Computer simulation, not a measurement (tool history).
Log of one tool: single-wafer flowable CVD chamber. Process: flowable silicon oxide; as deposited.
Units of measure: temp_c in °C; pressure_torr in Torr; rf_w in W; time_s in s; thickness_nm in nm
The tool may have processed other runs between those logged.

run,hour,temp_c,pressure_torr,rf_w,time_s,thickness_nm
1,0.0,100,1.0,1555,620,515.78
2,1.2,100,1.0,1400,620,500.12
3,5.0,100,1.0,1400,620,501.36
4,6.1,93,1.0,1400,620,654.53
5,9.0,93,1.0,1220,620,629.10
6,11.9,99,1.0,1220,620,501.60
7,15.6,103,1.0,1220,620,429.94
8,21.9,115,1.0,1220,620,276.51

Run 9 is up next; what results do you expect?
9,26.0,114,1.0,1220,620,?

Logged for run 9: thickness_nm 286.64 nm.
